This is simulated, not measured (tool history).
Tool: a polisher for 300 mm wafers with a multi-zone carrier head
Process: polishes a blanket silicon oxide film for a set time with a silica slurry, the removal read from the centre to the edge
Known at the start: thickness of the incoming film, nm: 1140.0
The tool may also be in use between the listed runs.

run  hour  flow of slurry (ml/min)  pressure of the head's centre zone  pressure of the head's middle zone  pressure of the head's edge zone  abrasive content of the slurry  polishing time (s)  film removed at the wafer's centre (angstrom)  film removed at mid-radius (angstrom)  film removed at the wafer's edge (angstrom)
  1   0.0                      235                                1.00                                1.00                              1.00                            1.00                  76                                         2757.5                                 2799.2                                       2689.2
  2   8.4                      235                                1.00                                1.00                              1.00                            0.85                  76                                         2480.7                                 2511.7                                       2503.3
  3  15.2                      235                                1.00                                1.07                              1.00                            0.85                  76                                         2505.6                                 2757.9                                       2510.9
  4  15.7                      235                                1.00                                1.07                              1.00                            0.85                  66                                         2194.2                                 2367.3                                       2176.1
  5  17.3                      235                                1.00                                1.07                              1.00                            0.85                  54                                         1791.7                                 1930.1                                       1826.9
  6  24.3                      240                                1.01                                1.08                              1.04                            0.90                  54                                         1861.1                                 2047.6                                       1837.6
  7  25.2                      225                                1.00                                1.05                              1.03                            1.00                  55                                         1988.8                                 2120.2                                       2017.2

Forecast run 8:
  8  28.2                      225                                1.00                                1.05                              1.03                            1.00                  55                                              ?                                      ?                                            ?

film removed at the wafer's centre (angstrom): 1972.3
film removed at mid-radius (angstrom): 2133.2
film removed at the wafer's edge (angstrom): 2030.5
